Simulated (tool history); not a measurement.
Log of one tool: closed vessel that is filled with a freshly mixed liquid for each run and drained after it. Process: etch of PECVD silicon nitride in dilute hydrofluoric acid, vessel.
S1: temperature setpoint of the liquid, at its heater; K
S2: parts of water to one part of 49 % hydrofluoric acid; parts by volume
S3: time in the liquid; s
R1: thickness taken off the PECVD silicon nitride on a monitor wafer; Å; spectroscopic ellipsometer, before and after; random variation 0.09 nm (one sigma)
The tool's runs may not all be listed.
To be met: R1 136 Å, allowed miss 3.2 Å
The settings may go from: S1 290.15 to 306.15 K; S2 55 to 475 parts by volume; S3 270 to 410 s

run,hour,S1,S2,S3,R1
1,0,298.15,265,410,84.145
2,4.1,298.15,265,270,55.771
3,7.3,301.15,265,270,67.352
4,16.1,301.15,215,270,81.947
5,21,297.65,215,270,66.61
6,29,297.65,170,270,85.27
7,37.5,301.65,165,270,111.42
8,45.2,305.65,165,270,142.94

4 next moves are on the table. One of them brings every result within its allowed miss. Which?
A,52.9,303.65,155,270,?
B,52.9,303.65,140,270,?
C,52.9,303.65,160,270,?
D,52.9,306.15,185,270,?

move,R1
A,134.36
B,149.01
C,130.09
D,130.1
A: meets every target
B: further off than the last run
C: takes the result that was furthest off past its target
D: takes the result that was furthest off past its target
The right move is A.
